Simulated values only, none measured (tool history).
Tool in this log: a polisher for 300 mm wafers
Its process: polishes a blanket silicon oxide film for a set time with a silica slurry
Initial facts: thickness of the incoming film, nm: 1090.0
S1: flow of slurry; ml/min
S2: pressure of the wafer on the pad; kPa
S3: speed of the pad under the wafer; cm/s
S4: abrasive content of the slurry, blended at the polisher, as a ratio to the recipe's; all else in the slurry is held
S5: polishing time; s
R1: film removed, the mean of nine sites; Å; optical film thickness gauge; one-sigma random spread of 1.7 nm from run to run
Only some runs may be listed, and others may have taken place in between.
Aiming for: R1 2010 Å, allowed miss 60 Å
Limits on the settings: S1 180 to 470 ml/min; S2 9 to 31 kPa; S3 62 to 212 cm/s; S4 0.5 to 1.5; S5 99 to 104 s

run,hour,S1,S2,S3,S4,S5,R1
1,0,300,20,136,1,99,2340.5
2,5.4,300,22.1,136,1,99,2581.8
3,9.5,300,21.4,136,1,99,2512.5
4,13.6,300,21.4,136,1.2,99,2691.6
5,22.2,300,21.4,136,1.4,99,2912.1
6,29.5,300,20,136,1.4,99,2744.2
7,34.9,300,19.3,136,1.4,99,2631.6
8,40.5,295,13.8,134,1.4,99,1892.5

Exercise: of the 4 proposed moves below, exactly one satisfies all targets within the stated allowed misses. Which move is it?
A,46.1,300,12.4,146,1.4,99,?
B,46.1,305,12.4,146,1.4,99,?
C,46.1,345,12.4,138,1.45,103,?
D,46.1,345,12.4,166,1.2,104,?

move,R1
A,1841.6
B,1844.6
C,1881.3
D,2030.2
A: moves away from the targets compared with the last run
B: moves away from the targets compared with the last run
C: moves away from the targets compared with the last run
D: all results in spec
So the answer is move D, the one that meets all the targets.
